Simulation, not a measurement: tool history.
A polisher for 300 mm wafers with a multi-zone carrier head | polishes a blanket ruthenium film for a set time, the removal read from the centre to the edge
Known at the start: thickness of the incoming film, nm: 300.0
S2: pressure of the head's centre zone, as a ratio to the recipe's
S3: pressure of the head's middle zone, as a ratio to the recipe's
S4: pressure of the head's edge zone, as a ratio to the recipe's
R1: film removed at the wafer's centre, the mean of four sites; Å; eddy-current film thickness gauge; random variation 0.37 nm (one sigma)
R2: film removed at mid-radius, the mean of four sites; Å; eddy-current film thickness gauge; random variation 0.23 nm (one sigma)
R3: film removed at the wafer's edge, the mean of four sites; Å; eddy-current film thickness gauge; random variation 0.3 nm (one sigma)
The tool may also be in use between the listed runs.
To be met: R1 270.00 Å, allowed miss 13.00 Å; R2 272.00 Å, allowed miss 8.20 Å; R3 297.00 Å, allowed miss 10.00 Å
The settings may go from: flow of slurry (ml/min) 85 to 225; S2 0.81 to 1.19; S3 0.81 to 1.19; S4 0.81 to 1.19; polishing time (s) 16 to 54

run 1 hour=0.0 | flow_of_slurry_(ml/min)=145 S2=1.00 S3=1.00 S4=1.00 polishing_time_(s)=35 | R1=467.96 R2=465.67 R3=456.77
run 2 hour=1.8 | flow_of_slurry_(ml/min)=130 S2=1.00 S3=1.00 S4=1.00 polishing_time_(s)=35 | R1=447.43 R2=448.22 R3=461.82
run 3 hour=5.6 | flow_of_slurry_(ml/min)=130 S2=0.98 S3=0.98 S4=0.99 polishing_time_(s)=33 | R1=422.46 R2=420.60 R3=431.71
run 4 hour=14.2 | flow_of_slurry_(ml/min)=130 S2=0.98 S3=1.05 S4=0.99 polishing_time_(s)=33 | R1=414.63 R2=449.89 R3=427.58
run 5 hour=22.7 | flow_of_slurry_(ml/min)=130 S2=0.98 S3=1.05 S4=0.99 polishing_time_(s)=39 | R1=502.99 R2=526.67 R3=502.45
run 6 hour=27.7 | flow_of_slurry_(ml/min)=130 S2=0.98 S3=1.11 S4=0.99 polishing_time_(s)=39 | R1=491.03 R2=548.04 R3=497.33
run 7 hour=30.7 | flow_of_slurry_(ml/min)=125 S2=0.97 S3=1.08 S4=0.98 polishing_time_(s)=36 | R1=446.55 R2=499.12 R3=460.12
run 8 hour=33.1 | flow_of_slurry_(ml/min)=120 S2=0.97 S3=1.05 S4=0.97 polishing_time_(s)=33 | R1=404.78 R2=444.76 R3=422.43
run 9 hour=40.3 | flow_of_slurry_(ml/min)=120 S2=0.97 S3=1.02 S4=0.96 polishing_time_(s)=31 | R1=381.26 R2=400.27 R3=388.50
run 10 hour=49.0 | flow_of_slurry_(ml/min)=115 S2=0.95 S3=1.00 S4=0.95 polishing_time_(s)=30 | R1=357.23 R2=381.65 R3=379.89
run 11 hour=53.8 | flow_of_slurry_(ml/min)=105 S2=0.94 S3=0.90 S4=0.90 polishing_time_(s)=20 | R1=230.65 R2=232.32 R3=243.68
run 12 hour=57.3 | flow_of_slurry_(ml/min)=115 S2=0.94 S3=0.90 S4=0.93 polishing_time_(s)=20 | R1=239.72 R2=232.67 R3=245.90
run 13 hour=63.6 | flow_of_slurry_(ml/min)=115 S2=0.94 S3=0.91 S4=0.96 polishing_time_(s)=20 | R1=239.44 R2=236.98 R3=245.53
run 14 hour=64.2 | flow_of_slurry_(ml/min)=115 S2=0.93 S3=0.91 S4=0.96 polishing_time_(s)=21 | R1=247.13 R2=247.81 R3=262.85
run 15 hour=68.7 | flow_of_slurry_(ml/min)=120 S2=0.93 S3=0.91 S4=0.98 polishing_time_(s)=21 | R1=251.48 R2=254.26 R3=270.32
run 16 hour=69.2 | flow_of_slurry_(ml/min)=125 S2=0.93 S3=0.91 S4=0.99 polishing_time_(s)=21 | R1=247.48 R2=249.46 R3=269.25
run 17 hour=70.2 | flow_of_slurry_(ml/min)=145 S2=0.96 S3=0.96 S4=1.08 polishing_time_(s)=24 | R1=308.40 R2=309.66 R3=331.20
run 18 hour=72.5 | flow_of_slurry_(ml/min)=140 S2=0.95 S3=0.95 S4=1.07 polishing_time_(s)=24 | R1=298.45 R2=302.99 R3=323.14
run 19 hour=73.8 | flow_of_slurry_(ml/min)=135 S2=0.95 S3=0.94 S4=1.06 polishing_time_(s)=24 | R1=291.49 R2=291.97 R3=318.62
run 20 hour=82.1 | flow_of_slurry_(ml/min)=130 S2=0.95 S3=0.94 S4=1.05 polishing_time_(s)=24 | R1=292.81 R2=291.82 R3=316.91
run 21 hour=86.7 | flow_of_slurry_(ml/min)=125 S2=0.95 S3=0.94 S4=1.04 polishing_time_(s)=24 | R1=290.03 R2=295.14 R3=315.49

Which of these 4 next moves meets every target?
run A hour=91.3 | flow_of_slurry_(ml/min)=205 S2=1.07 S3=0.98 S4=1.09 polishing_time_(s)=20 | R1=? R2=? R3=?
run B hour=91.3 | flow_of_slurry_(ml/min)=110 S2=0.98 S3=0.97 S4=1.13 polishing_time_(s)=22 | R1=? R2=? R3=?
run C hour=91.3 | flow_of_slurry_(ml/min)=85 S2=0.92 S3=0.83 S4=1.12 polishing_time_(s)=26 | R1=? R2=? R3=?
run D hour=91.3 | flow_of_slurry_(ml/min)=125 S2=0.95 S3=1.12 S4=1.06 polishing_time_(s)=22 | R1=? R2=? R3=?

move=A R1=303.69 R2=273.96 R3=283.01
move=B R1=272.68 R2=270.22 R3=294.95
move=C R1=283.83 R2=265.98 R3=335.09
move=D R1=271.94 R2=312.85 R3=289.86
A: brings the result that was furthest off to its target, and leaves another outside
B: meets every target
C: brings the result that was furthest off to its target, and leaves another outside
D: further off than the last run
The right move is B.
